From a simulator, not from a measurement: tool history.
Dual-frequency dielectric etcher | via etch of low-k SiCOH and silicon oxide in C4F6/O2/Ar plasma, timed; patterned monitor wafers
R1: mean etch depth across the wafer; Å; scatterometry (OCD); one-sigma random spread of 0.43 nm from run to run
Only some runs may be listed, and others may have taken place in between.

{"run": 1, "day": 0.0, "source power (W)": 400, "bias power (W)": 164, "etch time (s)": 65.0, "R1": 1762.5}
{"run": 2, "day": 0.3, "source power (W)": 470, "bias power (W)": 164, "etch time (s)": 65.0, "R1": 1869.4}
{"run": 3, "day": 0.492, "source power (W)": 470, "bias power (W)": 164, "etch time (s)": 67.5, "R1": 1930.9}
{"run": 4, "day": 0.775, "source power (W)": 430, "bias power (W)": 164, "etch time (s)": 67.5, "R1": 1875.8}
{"run": 5, "day": 0.979, "source power (W)": 400, "bias power (W)": 161, "etch time (s)": 67.5, "R1": 1818.6}
{"run": 6, "day": 1.312, "source power (W)": 380, "bias power (W)": 159, "etch time (s)": 67.5, "R1": 1794.0}
{"run": 7, "day": 1.688, "source power (W)": 360, "bias power (W)": 156, "etch time (s)": 67.5, "R1": 1756.9}

Expected results for the next run?
{"run": 8, "day": 1.958, "source power (W)": 280, "bias power (W)": 147, "etch time (s)": 67.5, "R1": "?"}

Run 8 yielded R1 1594.3 Å.

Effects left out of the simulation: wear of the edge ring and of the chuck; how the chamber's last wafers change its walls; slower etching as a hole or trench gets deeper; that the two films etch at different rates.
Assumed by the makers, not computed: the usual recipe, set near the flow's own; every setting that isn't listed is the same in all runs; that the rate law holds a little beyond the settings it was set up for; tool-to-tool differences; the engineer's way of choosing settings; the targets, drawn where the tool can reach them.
